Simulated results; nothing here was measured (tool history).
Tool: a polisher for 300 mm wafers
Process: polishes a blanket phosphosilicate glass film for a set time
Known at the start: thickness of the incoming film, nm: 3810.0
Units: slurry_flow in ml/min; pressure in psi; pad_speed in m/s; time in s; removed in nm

| run | hour | slurry_flow | pressure | pad_speed | slurry_solids | time | removed |
|---|---|---|---|---|---|---|---|
| 1 | 0.0 | 130 | 2.1 | 0.80 | 1.0 | 54 | 273.54 |
| 2 | 8.6 | 130 | 2.1 | 0.80 | 1.0 | 54 | 267.34 |
| 3 | 9.4 | 130 | 2.1 | 0.68 | 1.0 | 54 | 235.33 |
| 4 | 11.1 | 130 | 2.1 | 0.76 | 1.0 | 54 | 257.59 |
| 5 | 17.1 | 130 | 2.1 | 0.76 | 1.0 | 54 | 259.26 |
| 6 | 17.7 | 135 | 2.4 | 0.76 | 1.0 | 54 | 299.45 |
| 7 | 21.1 | 135 | 2.6 | 0.76 | 1.0 | 54 | 322.75 |
| 8 | 24.7 | 135 | 2.6 | 0.76 | 1.0 | 54 | 314.83 |
| 9 | 31.8 | 140 | 2.8 | 0.78 | 1.0 | 54 | 357.43 |

Forecast run 10:
| 10 | 40.0 | 140 | 2.9 | 0.78 | 1.0 | 54 | ? |

Run 10 gave removed 368.37 nm.
